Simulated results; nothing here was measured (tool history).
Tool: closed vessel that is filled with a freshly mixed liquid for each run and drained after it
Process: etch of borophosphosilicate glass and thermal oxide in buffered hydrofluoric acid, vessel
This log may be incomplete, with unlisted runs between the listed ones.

run  hour  temperature setpoint of the liquid (K)  parts of 40 % ammonium fluoride to one part of 49 % hydrofluoric acid (parts by volume)  time in the liquid (s)  thickness taken off the borophosphosilicate glass on a monitor wafer (angstrom)  thickness taken off the thermal oxide on a monitor wafer (angstrom)
  1   0.0                                  293.15                                                                                     13.0                      60                                                                           740.70                                                               377.73
  2   5.7                                  293.15                                                                                     14.5                      60                                                                           663.85                                                               336.50
  3   9.8                                  293.15                                                                                     17.5                      60                                                                           552.11                                                               281.69
  4  17.7                                  292.65                                                                                     17.5                      60                                                                           539.37                                                               272.16
  5  22.0                                  291.65                                                                                     17.5                      60                                                                           508.81                                                               257.57
  6  25.1                                  291.65                                                                                     17.5                      70                                                                           595.34                                                               300.48
     30.0  -- thermometer replaced
  7  30.0                                  290.65                                                                                     18.5                      70                                                                           607.25                                                               309.34

For run 8, what comes out?
  8  37.6                                  293.15                                                                                     21.0                      60                                                                                ?                                                                    ?

{"run 8": {"thickness taken off the borophosphosilicate glass on a monitor wafer (angstrom)": 537.44, "thickness taken off the thermal oxide on a monitor wafer (angstrom)": 273.18}}
